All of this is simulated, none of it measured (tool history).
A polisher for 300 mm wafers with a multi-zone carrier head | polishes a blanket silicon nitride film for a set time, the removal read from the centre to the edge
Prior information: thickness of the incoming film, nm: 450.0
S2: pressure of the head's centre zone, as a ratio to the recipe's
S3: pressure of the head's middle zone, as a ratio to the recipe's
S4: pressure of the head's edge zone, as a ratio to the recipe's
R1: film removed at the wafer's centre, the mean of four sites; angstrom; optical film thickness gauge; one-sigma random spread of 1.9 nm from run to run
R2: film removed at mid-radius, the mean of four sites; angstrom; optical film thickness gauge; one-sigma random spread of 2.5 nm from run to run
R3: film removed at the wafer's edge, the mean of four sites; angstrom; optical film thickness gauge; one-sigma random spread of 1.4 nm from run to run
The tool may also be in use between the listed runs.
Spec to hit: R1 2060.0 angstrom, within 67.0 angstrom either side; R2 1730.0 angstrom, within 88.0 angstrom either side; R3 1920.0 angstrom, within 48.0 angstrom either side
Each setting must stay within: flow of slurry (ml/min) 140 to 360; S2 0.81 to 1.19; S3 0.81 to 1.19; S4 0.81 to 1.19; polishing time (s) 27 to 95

Run 1, hour 0.0: flow of slurry (ml/min) 230, S2 1.00, S3 1.00, S4 1.00, polishing time (s) 61. Result: R1 1748.4 angstrom, R2 1683.1 angstrom, R3 1740.0 angstrom.
Run 2, hour 0.8: flow of slurry (ml/min) 230, S2 1.00, S3 1.00, S4 1.08, polishing time (s) 61. Result: R1 1728.3 angstrom, R2 1728.7 angstrom, R3 1803.4 angstrom.
Run 3, hour 8.1: flow of slurry (ml/min) 230, S2 1.00, S3 1.00, S4 1.04, polishing time (s) 61. Result: R1 1710.2 angstrom, R2 1682.2 angstrom, R3 1784.4 angstrom.
Run 4, hour 16.0: flow of slurry (ml/min) 230, S2 0.92, S3 1.00, S4 1.04, polishing time (s) 61. Result: R1 1597.7 angstrom, R2 1682.5 angstrom, R3 1777.0 angstrom.
Run 5, hour 22.5: flow of slurry (ml/min) 245, S2 0.98, S3 0.98, S4 1.05, polishing time (s) 62. Result: R1 1755.2 angstrom, R2 1664.2 angstrom, R3 1849.8 angstrom.
Run 6, hour 31.3: flow of slurry (ml/min) 265, S2 1.01, S3 0.99, S4 1.04, polishing time (s) 62. Result: R1 1817.8 angstrom, R2 1769.2 angstrom, R3 1853.9 angstrom.
Run 7, hour 39.9: flow of slurry (ml/min) 275, S2 1.04, S3 0.97, S4 1.04, polishing time (s) 62. Result: R1 1887.7 angstrom, R2 1671.5 angstrom, R3 1869.9 angstrom.
Run 8, hour 46.5: flow of slurry (ml/min) 315, S2 1.10, S3 1.02, S4 1.04, polishing time (s) 63. Result: R1 2060.0 angstrom, R2 1861.0 angstrom, R3 1924.4 angstrom.

Below are 5 possible settings for the next run. Only one of them brings all results inside the allowed miss of their targets. Which is it?
Run A, hour 53.1: flow of slurry (ml/min) 275, S2 1.03, S3 1.14, S4 1.02, polishing time (s) 65. Result: R1 ?, R2 ?, R3 ?.
Run B, hour 53.1: flow of slurry (ml/min) 285, S2 1.09, S3 1.12, S4 0.96, polishing time (s) 65. Result: R1 ?, R2 ?, R3 ?.
Run C, hour 53.1: flow of slurry (ml/min) 300, S2 1.10, S3 1.08, S4 1.01, polishing time (s) 65. Result: R1 ?, R2 ?, R3 ?.
Run D, hour 53.1: flow of slurry (ml/min) 300, S2 1.06, S3 1.03, S4 0.99, polishing time (s) 65. Result: R1 ?, R2 ?, R3 ?.
Run E, hour 53.1: flow of slurry (ml/min) 340, S2 1.06, S3 0.93, S4 0.99, polishing time (s) 64. Result: R1 ?, R2 ?, R3 ?.

move      R1      R2      R3
   A  1961.6  2012.0  1936.9
   B  2085.5  1989.0  1887.4
   C  2116.7  1938.1  1942.9
   D  2038.5  1861.9  1925.5
   E  2032.3  1702.4  1915.8
A: moves away from the targets compared with the last run
B: moves away from the targets compared with the last run
C: moves away from the targets compared with the last run
D: about as far from the targets as the last run
E: every result lands within tolerance
The move that meets every target is E.

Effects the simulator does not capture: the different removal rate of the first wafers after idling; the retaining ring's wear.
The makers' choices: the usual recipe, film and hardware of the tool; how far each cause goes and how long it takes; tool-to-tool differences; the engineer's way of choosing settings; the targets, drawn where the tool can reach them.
